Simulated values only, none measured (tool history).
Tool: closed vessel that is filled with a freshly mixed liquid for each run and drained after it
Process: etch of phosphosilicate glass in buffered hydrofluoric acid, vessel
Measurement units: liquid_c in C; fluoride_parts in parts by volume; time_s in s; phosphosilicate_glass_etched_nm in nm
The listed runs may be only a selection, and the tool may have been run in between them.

run,hour,liquid_c,fluoride_parts,time_s,phosphosilicate_glass_etched_nm
1,0,20,18,105,262.59
2,4.3,20,14,105,338.75
3,10.9,20,17.5,105,271.77
4,16.6,20.5,17.5,105,278.28
# hour 22.1: thermometer replaced
5,22.1,20.5,17.5,110,268.06
6,24.6,17.5,17.5,110,228.45
7,26.6,18,17.5,110,234.1
8,29.5,18.5,17.5,110,240.62
9,32.8,19,17.5,110,248.13
10,36.1,19,17.5,110,248.69
11,37.6,19.5,17.5,110,254.94
12,42,20,17.5,110,260.54
13,50,20.5,17.5,110,269.95
14,56,21,17.5,110,274.53

For run 15, what comes out?
15,57.6,21.5,17.5,110,?

phosphosilicate_glass_etched_nm: 283.41 nm

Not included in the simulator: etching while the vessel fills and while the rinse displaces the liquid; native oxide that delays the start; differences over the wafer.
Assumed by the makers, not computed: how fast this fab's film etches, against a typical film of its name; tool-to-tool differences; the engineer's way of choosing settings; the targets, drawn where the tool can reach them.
